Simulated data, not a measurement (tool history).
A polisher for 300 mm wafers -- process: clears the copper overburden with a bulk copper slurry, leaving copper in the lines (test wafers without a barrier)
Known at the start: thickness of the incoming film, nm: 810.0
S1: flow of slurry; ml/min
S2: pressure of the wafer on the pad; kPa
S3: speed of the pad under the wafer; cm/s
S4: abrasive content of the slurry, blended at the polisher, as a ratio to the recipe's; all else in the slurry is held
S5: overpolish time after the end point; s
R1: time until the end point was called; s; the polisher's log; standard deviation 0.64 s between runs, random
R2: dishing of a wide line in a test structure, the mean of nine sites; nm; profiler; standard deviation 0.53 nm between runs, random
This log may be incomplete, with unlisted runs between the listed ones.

run  hour   S1    S2   S3    S4  S5      R1      R2
  1     0  310  18.6  134     1  12  71.885  53.475
  2   3.8  310  18.6  134   0.9  12  74.278  51.483
  3   6.8  310  17.9  142  0.85  11  73.544  47.555
  4  12.2  325  17.2  150   0.8  10  74.434  45.329
  5  15.4  310  17.2  158  0.75   9  72.643  44.773
  6  20.7  330  17.2  164   0.7   8  69.594  41.052
  7  24.2  350  17.2  168   0.7   8  67.713  41.496
  8  30.4  365  17.2  172   0.7   8  65.877  42.924
  9  37.9  275  13.1  204  0.95   4  70.712  23.798

The next listed run, before its measurement:
 10  41.8  275  13.1  204  0.95   4   ?   ?

R1: 69.803 s
R2: 24.278 nm
